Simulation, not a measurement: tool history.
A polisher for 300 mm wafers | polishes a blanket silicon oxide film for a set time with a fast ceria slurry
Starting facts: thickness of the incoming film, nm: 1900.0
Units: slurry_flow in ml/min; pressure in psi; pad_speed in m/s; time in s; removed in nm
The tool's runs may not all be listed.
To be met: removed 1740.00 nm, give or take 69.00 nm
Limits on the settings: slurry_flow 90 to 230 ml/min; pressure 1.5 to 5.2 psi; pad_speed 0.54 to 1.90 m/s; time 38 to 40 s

Run 1, hour 0.0: slurry_flow 150 ml/min, pressure 3.3 psi, pad_speed 1.22 m/s, time 38 s. Result: removed 903.86 nm.
Run 2, hour 7.7: slurry_flow 150 ml/min, pressure 3.7 psi, pad_speed 1.24 m/s, time 38 s. Result: removed 1039.10 nm.
Run 3, hour 11.9: slurry_flow 150 ml/min, pressure 4.0 psi, pad_speed 1.24 m/s, time 38 s. Result: removed 1104.40 nm.
Run 4, hour 16.9: slurry_flow 150 ml/min, pressure 4.2 psi, pad_speed 1.26 m/s, time 38 s. Result: removed 1122.30 nm.
Run 5, hour 23.3: slurry_flow 150 ml/min, pressure 4.2 psi, pad_speed 1.26 m/s, time 40 s. Result: removed 1214.20 nm.
Run 6, hour 31.3: slurry_flow 155 ml/min, pressure 4.4 psi, pad_speed 1.30 m/s, time 40 s. Result: removed 1311.10 nm.
Run 7, hour 34.0: slurry_flow 155 ml/min, pressure 4.6 psi, pad_speed 1.32 m/s, time 40 s. Result: removed 1390.20 nm.
Run 8, hour 38.9: slurry_flow 155 ml/min, pressure 4.7 psi, pad_speed 1.34 m/s, time 40 s. Result: removed 1441.90 nm.
Run 9, hour 46.7: slurry_flow 155 ml/min, pressure 4.8 psi, pad_speed 1.36 m/s, time 40 s. Result: removed 1477.20 nm.
Run 10, hour 52.5: slurry_flow 155 ml/min, pressure 4.9 psi, pad_speed 1.38 m/s, time 40 s. Result: removed 1517.80 nm.

Exactly one of the 4 candidate moves below puts every result within its allowed miss. Which one?
Run A, hour 58.3: slurry_flow 170 ml/min, pressure 4.5 psi, pad_speed 1.46 m/s, time 38 s. Result: removed ?.
Run B, hour 58.3: slurry_flow 155 ml/min, pressure 5.2 psi, pad_speed 1.48 m/s, time 40 s. Result: removed ?.
Run C, hour 58.3: slurry_flow 140 ml/min, pressure 4.4 psi, pad_speed 1.90 m/s, time 40 s. Result: removed ?.
Run D, hour 58.3: slurry_flow 145 ml/min, pressure 3.8 psi, pad_speed 1.44 m/s, time 40 s. Result: removed ?.

move  removed
   A  1437.90
   B  1708.60
   C  1853.50
   D  1259.30
A: moves away from the targets compared with the last run
B: in spec on every target
C: the result that was furthest off in the last run now lies on the other side of its target
D: moves away from the targets compared with the last run
Go with B: it meets all targets.
